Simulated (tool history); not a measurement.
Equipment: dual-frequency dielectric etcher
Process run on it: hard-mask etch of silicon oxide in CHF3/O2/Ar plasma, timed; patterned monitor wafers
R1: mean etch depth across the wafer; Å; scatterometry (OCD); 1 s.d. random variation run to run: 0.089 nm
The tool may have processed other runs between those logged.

run 1 hour=0.0 | source_power_(W)=850 bias_power_(W)=127 etch_time_(s)=17.5 | R1=329.05
run 2 hour=6.7 | source_power_(W)=850 bias_power_(W)=104 etch_time_(s)=17.5 | R1=312.97
run 3 hour=13.1 | source_power_(W)=850 bias_power_(W)=120 etch_time_(s)=17.5 | R1=323.85
run 4 hour=18.5 | source_power_(W)=760 bias_power_(W)=120 etch_time_(s)=17.5 | R1=313.84
run 5 hour=24.7 | source_power_(W)=760 bias_power_(W)=120 etch_time_(s)=17.5 | R1=315.14
run 6 hour=32.1 | source_power_(W)=730 bias_power_(W)=119 etch_time_(s)=17.5 | R1=309.37

Run 7 comes next. What will it give?
run 7 hour=39.6 | source_power_(W)=710 bias_power_(W)=119 etch_time_(s)=17.5 | R1=?

R1: 306.30 Å

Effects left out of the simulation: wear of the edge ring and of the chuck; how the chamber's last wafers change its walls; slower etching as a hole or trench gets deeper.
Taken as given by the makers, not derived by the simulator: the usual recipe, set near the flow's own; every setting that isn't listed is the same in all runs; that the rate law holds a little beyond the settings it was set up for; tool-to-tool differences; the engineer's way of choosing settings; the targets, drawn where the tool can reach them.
